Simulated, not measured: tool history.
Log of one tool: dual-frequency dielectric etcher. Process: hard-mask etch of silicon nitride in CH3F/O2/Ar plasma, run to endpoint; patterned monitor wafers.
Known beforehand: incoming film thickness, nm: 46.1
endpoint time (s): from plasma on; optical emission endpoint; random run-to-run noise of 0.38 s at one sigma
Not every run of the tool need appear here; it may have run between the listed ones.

{"run": 1, "hour": 0.0, "source power (kW)": 0.32, "bias power (kW)": 0.072, "endpoint time (s)": 73.73}
{"run": 2, "hour": 2.2, "source power (kW)": 0.32, "bias power (kW)": 0.085, "endpoint time (s)": 69.832}
{"run": 3, "hour": 6.2, "source power (kW)": 0.32, "bias power (kW)": 0.072, "endpoint time (s)": 74.347}
{"run": 4, "hour": 7.3, "source power (kW)": 0.29, "bias power (kW)": 0.072, "endpoint time (s)": 76.645}
{"run": 5, "hour": 10.6, "source power (kW)": 0.26, "bias power (kW)": 0.072, "endpoint time (s)": 80.58}
{"run": 6, "hour": 13.7, "source power (kW)": 0.29, "bias power (kW)": 0.073, "endpoint time (s)": 76.427}
{"run": 7, "hour": 15.8, "source power (kW)": 0.31, "bias power (kW)": 0.074, "endpoint time (s)": 74.637}
{"run": 8, "hour": 17.3, "source power (kW)": 0.33, "bias power (kW)": 0.075, "endpoint time (s)": 72.331}
{"run": 9, "hour": 22.9, "source power (kW)": 0.34, "bias power (kW)": 0.076, "endpoint time (s)": 70.621}

Estimate the outcome of run 10 from the log above:
{"run": 10, "hour": 26.2, "source power (kW)": 0.34, "bias power (kW)": 0.076, "endpoint time (s)": "?"}

{"run 10": {"endpoint time (s)": 70.685}}
